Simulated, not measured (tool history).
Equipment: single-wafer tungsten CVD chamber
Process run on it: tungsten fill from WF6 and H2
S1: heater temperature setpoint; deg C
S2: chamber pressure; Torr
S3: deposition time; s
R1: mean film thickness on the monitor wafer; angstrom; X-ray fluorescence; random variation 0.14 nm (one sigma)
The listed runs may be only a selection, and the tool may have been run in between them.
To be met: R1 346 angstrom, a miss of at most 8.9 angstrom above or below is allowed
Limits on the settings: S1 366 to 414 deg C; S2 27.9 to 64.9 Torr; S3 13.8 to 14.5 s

run	hour	S1	S2	S3	R1
1	0	390	46.4	14.5	428.96
2	1.5	387	46.2	14.5	407.44
3	9.9	384	46	14.5	383.52
4	17.9	384	51.9	14.5	416.64
5	23.8	384	51.9	14.5	419.11
6	30.8	381	51.7	14.5	398.19
7	34.3	378	51.5	14.5	374
8	41.2	377	51.4	14.5	366.34
9	41.8	376	51.3	14.5	359.86

Consider the 4 candidate settings below. Which is the only one whose results all fall within their allowed miss of target?
A	42.4	379	48.8	13.8	?
B	42.4	379	52.8	14.5	?
C	42.4	372	61.4	14.5	?
D	42.4	382	48.3	14.3	?

move	R1
A	350.36
B	387.35
C	373.69
D	380.21
A: all results in spec
B: the biggest miss grows against the last run
C: the biggest miss grows against the last run
D: the biggest miss grows against the last run
So the answer is move A, the one that meets all the targets.
